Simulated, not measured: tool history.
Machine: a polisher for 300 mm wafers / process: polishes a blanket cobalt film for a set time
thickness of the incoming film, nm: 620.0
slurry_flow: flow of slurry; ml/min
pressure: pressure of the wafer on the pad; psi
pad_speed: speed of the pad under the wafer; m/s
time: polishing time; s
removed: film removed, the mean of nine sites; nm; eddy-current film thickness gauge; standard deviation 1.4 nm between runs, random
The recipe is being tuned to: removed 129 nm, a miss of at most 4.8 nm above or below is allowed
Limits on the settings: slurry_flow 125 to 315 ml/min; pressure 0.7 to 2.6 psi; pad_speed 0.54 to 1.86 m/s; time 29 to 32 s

| run | day | slurry_flow | pressure | pad_speed | time | removed |
|---|---|---|---|---|---|---|
| 1 | 0 | 205 | 1.6 | 1.18 | 32 | 175.18 |
| 2 | 0.212 | 205 | 1.5 | 1.18 | 32 | 169.07 |
| 3 | 0.512 | 205 | 1.5 | 1.46 | 32 | 205.64 |
| 4 | 0.738 | 245 | 1.5 | 1.46 | 32 | 211.51 |
| 5 | 1.062 | 245 | 1.5 | 1.46 | 32 | 208.36 |
| 6 | 1.267 | 245 | 1.5 | 1.46 | 32 | 208.23 |
| 7 | 1.3 | 245 | 1.4 | 1.46 | 32 | 202.88 |
| 8 | 1.671 | 245 | 1.3 | 1.42 | 32 | 189.93 |
| 9 | 1.912 | 245 | 1.2 | 1.38 | 32 | 173.42 |
| 10 | 2.029 | 245 | 1.1 | 1.36 | 32 | 165.26 |
| 11 | 2.225 | 245 | 1 | 1.34 | 32 | 153.34 |

Which one of the following 4 next-run settings gets every result inside its allowed miss? There is exactly one.
| A | 2.421 | 210 | 0.9 | 1.36 | 29 | ? |
| B | 2.421 | 210 | 1 | 1.08 | 29 | ? |
| C | 2.421 | 285 | 1 | 1.58 | 32 | ? |
| D | 2.421 | 240 | 1.1 | 1.42 | 31 | ? |

| move | removed |
|---|---|
| A | 130.81 |
| B | 114.44 |
| C | 179.16 |
| D | 164.26 |
A: every result lands within tolerance
B: pushes the last run's worst result past its target
C: moves away from the targets compared with the last run
D: moves away from the targets compared with the last run
Correct choice: A, which meets every target
